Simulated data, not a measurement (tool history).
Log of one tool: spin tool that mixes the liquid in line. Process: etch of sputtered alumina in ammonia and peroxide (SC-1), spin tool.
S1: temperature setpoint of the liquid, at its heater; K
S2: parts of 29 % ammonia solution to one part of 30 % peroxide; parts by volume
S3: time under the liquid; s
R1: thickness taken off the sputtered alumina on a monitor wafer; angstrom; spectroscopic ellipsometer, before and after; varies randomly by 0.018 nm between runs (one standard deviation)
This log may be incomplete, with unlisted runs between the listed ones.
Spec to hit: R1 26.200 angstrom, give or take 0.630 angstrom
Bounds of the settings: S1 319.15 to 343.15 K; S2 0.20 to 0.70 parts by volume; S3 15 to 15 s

run    day      S1    S2  S3      R1
  1  0.000  335.15  0.40  15  18.812
  2  0.154  329.15  0.40  15  14.061
  3  0.292  329.15  0.40  15  13.976
  4  0.429  330.65  0.40  15  14.965
  5  0.650  330.65  0.25  15  14.308
  6  0.804  330.65  0.20  15  14.101
  7  0.904  338.65  0.20  15  20.975
  8  1.162  339.15  0.20  15  21.310
  9  1.517  339.15  0.20  15  21.755

Below are 4 possible settings for the next run. Only one of them brings all results inside the allowed miss of their targets. Which is it?
  A  1.871  332.15  0.45  15   ?
  B  1.871  334.65  0.20  15   ?
  C  1.871  336.65  0.20  15   ?
  D  1.871  343.15  0.20  15   ?

move      R1
   A  16.208
   B  17.061
   C  18.876
   D  25.973
A: the biggest miss grows against the last run
B: the biggest miss grows against the last run
C: the biggest miss grows against the last run
D: hits every target within its allowed miss
Go with D: it meets all targets.

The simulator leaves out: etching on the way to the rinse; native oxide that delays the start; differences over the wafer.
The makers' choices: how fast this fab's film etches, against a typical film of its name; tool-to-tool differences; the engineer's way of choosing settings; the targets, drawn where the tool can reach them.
